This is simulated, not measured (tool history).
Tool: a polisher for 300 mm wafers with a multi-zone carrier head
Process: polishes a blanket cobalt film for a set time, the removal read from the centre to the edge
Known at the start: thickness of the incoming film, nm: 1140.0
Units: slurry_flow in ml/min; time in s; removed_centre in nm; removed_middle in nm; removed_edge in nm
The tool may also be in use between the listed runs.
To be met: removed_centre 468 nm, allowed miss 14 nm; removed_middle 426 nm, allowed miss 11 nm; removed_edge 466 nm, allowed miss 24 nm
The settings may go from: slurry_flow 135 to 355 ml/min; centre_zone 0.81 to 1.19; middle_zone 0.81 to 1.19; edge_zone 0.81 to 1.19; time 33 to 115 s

| run | hour | slurry_flow | centre_zone | middle_zone | edge_zone | time | removed_centre | removed_middle | removed_edge |
|---|---|---|---|---|---|---|---|---|---|
| 1 | 0 | 225 | 1 | 1 | 1 | 73 | 331.41 | 329.97 | 345.15 |
| 2 | 2.8 | 270 | 1 | 1 | 1 | 73 | 341.66 | 337.93 | 349.07 |
| 3 | 6.3 | 270 | 1 | 1 | 0.93 | 73 | 339.5 | 339.44 | 341.73 |
| 4 | 7.9 | 260 | 1.02 | 1 | 0.98 | 78 | 368.15 | 362.52 | 367.76 |
| 5 | 11.1 | 255 | 1.03 | 0.99 | 1.02 | 82 | 389.59 | 373.38 | 400.41 |
| 6 | 15.6 | 230 | 1.03 | 0.99 | 1.02 | 82 | 386.7 | 371.87 | 392.8 |
|  | 20.5 | slurry nozzle cleaned |
| 7 | 20.5 | 240 | 1.05 | 1 | 1.06 | 84 | 415.83 | 388.07 | 412.14 |
| 8 | 27.5 | 250 | 1.05 | 1 | 1.09 | 85 | 417.01 | 399.12 | 432.32 |
| 9 | 28.7 | 260 | 1.07 | 1 | 1.11 | 85 | 419.89 | 397.19 | 430.72 |
| 10 | 33.9 | 265 | 1.09 | 1 | 1.13 | 86 | 443.31 | 403.92 | 433.15 |
| 11 | 37.4 | 265 | 1.09 | 1 | 1.14 | 87 | 447.86 | 411.32 | 441.08 |

4 next moves are on the table. One of them brings every result within its allowed miss. Which?
| A | 40.9 | 255 | 1.06 | 0.94 | 1.16 | 89 | ? | ? | ? |
| B | 40.9 | 250 | 1.09 | 1.1 | 1.15 | 85 | ? | ? | ? |
| C | 40.9 | 205 | 1.08 | 0.98 | 1.1 | 94 | ? | ? | ? |
| D | 40.9 | 230 | 0.95 | 0.83 | 1.19 | 97 | ? | ? | ? |

| move | removed_centre | removed_middle | removed_edge |
|---|---|---|---|
| A | 434.62 | 398.18 | 459.75 |
| B | 426.6 | 427.33 | 435.78 |
| C | 458.79 | 426.19 | 466.13 |
| D | 420.03 | 393.47 | 505.34 |
A: further off than the last run
B: further off than the last run
C: meets every target
D: further off than the last run
The right move is C.
